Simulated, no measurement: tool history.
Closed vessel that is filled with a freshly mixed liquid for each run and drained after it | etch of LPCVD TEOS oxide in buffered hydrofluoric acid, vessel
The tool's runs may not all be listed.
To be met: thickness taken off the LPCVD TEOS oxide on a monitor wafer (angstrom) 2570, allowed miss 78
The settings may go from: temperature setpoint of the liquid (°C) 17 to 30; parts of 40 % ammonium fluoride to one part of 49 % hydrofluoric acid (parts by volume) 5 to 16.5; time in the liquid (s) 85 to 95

run,hour,temperature setpoint of the liquid (°C),parts of 40 % ammonium fluoride to one part of 49 % hydrofluoric acid (parts by volume),time in the liquid (s),thickness taken off the LPCVD TEOS oxide on a monitor wafer (angstrom)
1,0,22,10,85,3499.3
2,8.2,24.5,10,85,3969.6
3,14,23,10,85,3654.9
4,21.7,23,10,95,4058.2
# hour 27.6: thermometer replaced
5,27.6,22,10.5,95,4166.3
6,29.2,19.5,10.5,95,3601.6
7,31.9,19,11,95,3322.3
8,39.9,18.5,11.5,95,3155
9,45.6,18,12,95,2984.2
10,51.6,18,12.5,95,2810.7

Which of these 5 next moves meets every target?
A,57.6,17,11,95,?
B,57.6,18,11,85,?
C,57.6,17,10.5,95,?
D,57.6,18,11.5,85,?
E,57.6,17.5,12.5,90,?

move,thickness taken off the LPCVD TEOS oxide on a monitor wafer (angstrom)
A,2979
B,2821.6
C,3117.3
D,2701.7
E,2562.6
A: further off than the last run
B: as far off as the last run
C: further off than the last run
D: nearer than the last run, and not there yet
E: meets every target
The right move is E.
